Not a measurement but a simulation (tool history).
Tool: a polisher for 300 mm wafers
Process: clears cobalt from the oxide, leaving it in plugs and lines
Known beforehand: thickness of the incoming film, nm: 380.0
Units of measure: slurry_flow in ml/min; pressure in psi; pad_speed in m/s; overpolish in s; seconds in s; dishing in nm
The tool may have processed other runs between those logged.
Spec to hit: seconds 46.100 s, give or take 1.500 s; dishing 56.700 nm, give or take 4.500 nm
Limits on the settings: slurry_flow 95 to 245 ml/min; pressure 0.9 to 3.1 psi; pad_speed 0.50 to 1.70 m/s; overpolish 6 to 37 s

run	hour	slurry_flow	pressure	pad_speed	overpolish	seconds	dishing
1	0.0	155	2.0	1.10	19	61.340	55.980
2	1.7	155	2.0	1.10	15	60.232	49.049
3	6.0	160	2.1	1.10	15	57.392	51.762
4	14.8	125	2.1	1.10	15	59.883	50.673
5	21.7	125	1.9	1.10	15	65.754	47.378
6	24.9	110	1.9	1.10	15	66.355	47.207
7	26.2	115	2.0	1.10	15	63.060	48.357
8	28.0	120	2.1	1.10	15	59.645	48.979
9	35.9	125	2.2	1.10	15	57.036	51.734
10	40.3	130	2.2	1.10	15	56.219	49.714
11	45.1	135	2.2	1.10	15	56.139	51.958
12	47.6	135	2.2	1.10	15	57.180	51.329

Exercise: of the 4 proposed moves below, exactly one satisfies all targets within the stated allowed misses. Which move is it?
A	50.1	170	2.1	1.38	18	?	?
B	50.1	145	2.2	0.78	34	?	?
C	50.1	145	2.0	1.06	28	?	?
D	50.1	130	2.0	0.90	25	?	?

move	seconds	dishing
A	46.809	58.588
B	74.054	61.244
C	63.021	60.724
D	73.468	56.830
A: every result lands within tolerance
B: misses by more than the last run did
C: misses by more than the last run did
D: misses by more than the last run did
A meets every target.

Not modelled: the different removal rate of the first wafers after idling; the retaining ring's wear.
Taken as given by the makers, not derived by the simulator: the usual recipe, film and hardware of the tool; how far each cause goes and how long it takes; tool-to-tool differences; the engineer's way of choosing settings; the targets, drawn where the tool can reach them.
